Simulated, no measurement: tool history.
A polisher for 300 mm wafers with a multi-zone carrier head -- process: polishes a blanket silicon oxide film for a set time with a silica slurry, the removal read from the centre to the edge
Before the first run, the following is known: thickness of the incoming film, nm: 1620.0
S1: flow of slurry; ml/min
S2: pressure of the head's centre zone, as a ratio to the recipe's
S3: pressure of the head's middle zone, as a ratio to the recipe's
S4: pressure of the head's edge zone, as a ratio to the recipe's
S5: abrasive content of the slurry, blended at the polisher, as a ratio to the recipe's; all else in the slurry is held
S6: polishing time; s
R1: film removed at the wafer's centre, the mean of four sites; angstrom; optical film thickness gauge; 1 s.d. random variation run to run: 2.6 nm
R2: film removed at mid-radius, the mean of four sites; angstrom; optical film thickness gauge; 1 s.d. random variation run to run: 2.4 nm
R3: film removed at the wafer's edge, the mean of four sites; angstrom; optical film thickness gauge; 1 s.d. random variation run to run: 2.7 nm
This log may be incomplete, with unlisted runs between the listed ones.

| run | hour | S1 | S2 | S3 | S4 | S5 | S6 | R1 | R2 | R3 |
|---|---|---|---|---|---|---|---|---|---|---|
| 1 | 0.0 | 250 | 1.00 | 1.00 | 1.00 | 1.00 | 89 | 2023.8 | 1991.2 | 2042.7 |
| 2 | 5.4 | 250 | 1.00 | 1.00 | 1.00 | 1.15 | 89 | 2057.1 | 2130.0 | 2181.8 |
| 3 | 8.7 | 250 | 0.99 | 1.00 | 0.99 | 1.10 | 89 | 2100.9 | 2073.9 | 2111.4 |
| 4 | 11.4 | 250 | 0.98 | 1.01 | 1.00 | 1.05 | 89 | 1995.5 | 2066.6 | 2101.6 |
| 5 | 16.2 | 250 | 0.97 | 1.01 | 0.99 | 1.05 | 89 | 2012.9 | 2087.2 | 1998.1 |
| 6 | 23.1 | 245 | 0.96 | 1.00 | 1.00 | 1.05 | 89 | 1924.3 | 2050.7 | 2086.8 |
| 7 | 28.8 | 245 | 0.95 | 1.00 | 0.99 | 1.05 | 89 | 1895.7 | 2036.9 | 2046.6 |
| 8 | 34.6 | 240 | 0.95 | 0.99 | 0.98 | 1.05 | 89 | 1871.9 | 2089.5 | 2018.2 |

Estimate the outcome of run 9 from the log above:
| 9 | 35.4 | 240 | 0.95 | 0.98 | 0.98 | 1.05 | 89 | ? | ? | ? |

For run 9 the tool returned R1 1960.6 angstrom, R2 1972.6 angstrom, R3 2042.3 angstrom.
